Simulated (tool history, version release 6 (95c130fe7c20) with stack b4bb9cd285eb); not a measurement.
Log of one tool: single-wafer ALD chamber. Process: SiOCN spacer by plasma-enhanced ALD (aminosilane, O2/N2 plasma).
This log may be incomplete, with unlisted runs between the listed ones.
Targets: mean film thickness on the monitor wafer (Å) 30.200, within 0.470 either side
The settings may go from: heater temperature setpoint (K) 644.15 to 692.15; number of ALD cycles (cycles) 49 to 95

run,hour,heater temperature setpoint (K),number of ALD cycles (cycles),mean film thickness on the monitor wafer (Å)
1,0.0,668.15,72,40.306
2,5.6,668.15,65,36.560
3,12.8,668.15,60,33.841
4,14.5,678.15,60,33.275
5,22.4,679.15,58,32.094
6,27.3,680.15,57,31.480
7,34.8,681.15,56,30.873
8,37.0,682.15,56,30.741

Below are 4 possible settings for the next run. Only one of them brings all results inside the allowed miss of their targets. Which is it?
A,39.2,685.15,58,?
B,39.2,676.15,56,?
C,39.2,690.15,56,?
D,39.2,671.15,56,?

move,mean film thickness on the monitor wafer (Å)
A,31.528
B,31.187
C,30.027
D,31.379
A: the biggest miss grows against the last run
B: the biggest miss grows against the last run
C: every result within its allowed miss
D: the biggest miss grows against the last run
Answer: C
